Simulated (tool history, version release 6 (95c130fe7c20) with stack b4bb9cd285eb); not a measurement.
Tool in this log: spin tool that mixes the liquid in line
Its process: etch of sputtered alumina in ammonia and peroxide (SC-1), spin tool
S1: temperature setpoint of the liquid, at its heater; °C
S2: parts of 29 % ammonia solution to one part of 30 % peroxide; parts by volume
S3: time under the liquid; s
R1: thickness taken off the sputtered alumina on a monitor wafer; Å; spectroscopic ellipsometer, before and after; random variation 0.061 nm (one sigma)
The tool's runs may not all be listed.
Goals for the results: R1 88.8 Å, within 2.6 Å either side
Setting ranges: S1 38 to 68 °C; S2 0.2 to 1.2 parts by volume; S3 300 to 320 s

| run | hour | S1 | S2 | S3 | R1 |
|---|---|---|---|---|---|
| 1 | 0 | 52 | 0.9 | 300 | 143.82 |
| 2 | 7.6 | 49 | 0.9 | 300 | 121.95 |
| 3 | 12.9 | 42 | 0.9 | 300 | 81.901 |
| 4 | 20 | 47 | 0.9 | 300 | 107.09 |
| 5 | 23 | 46 | 0.9 | 300 | 102.09 |
| 6 | 27.4 | 51 | 0.9 | 300 | 134.94 |
| 7 | 28.9 | 48.5 | 0.9 | 300 | 119.58 |
| 8 | 37 | 47 | 0.9 | 300 | 107.68 |
| 9 | 40.5 | 46 | 0.9 | 300 | 102.58 |
| 10 | 45.5 | 45 | 0.9 | 300 | 96.263 |

Of the 5 settings listed for the next run, only one would bring every result within its allowed miss of target. Which one?
| A | 50.5 | 42.5 | 0.7 | 300 | ? |
| B | 50.5 | 42.5 | 0.35 | 320 | ? |
| C | 50.5 | 41.5 | 1.05 | 300 | ? |
| D | 50.5 | 43.5 | 0.95 | 300 | ? |
| E | 50.5 | 42 | 0.95 | 300 | ? |

| move | R1 |
|---|---|
| A | 81.763 |
| B | 81.628 |
| C | 80.193 |
| D | 89.188 |
| E | 81.776 |
A: carries the result that was furthest off beyond its target, to the other side
B: carries the result that was furthest off beyond its target, to the other side
C: carries the result that was furthest off beyond its target, to the other side
D: all results in spec
E: carries the result that was furthest off beyond its target, to the other side
The right move is D.
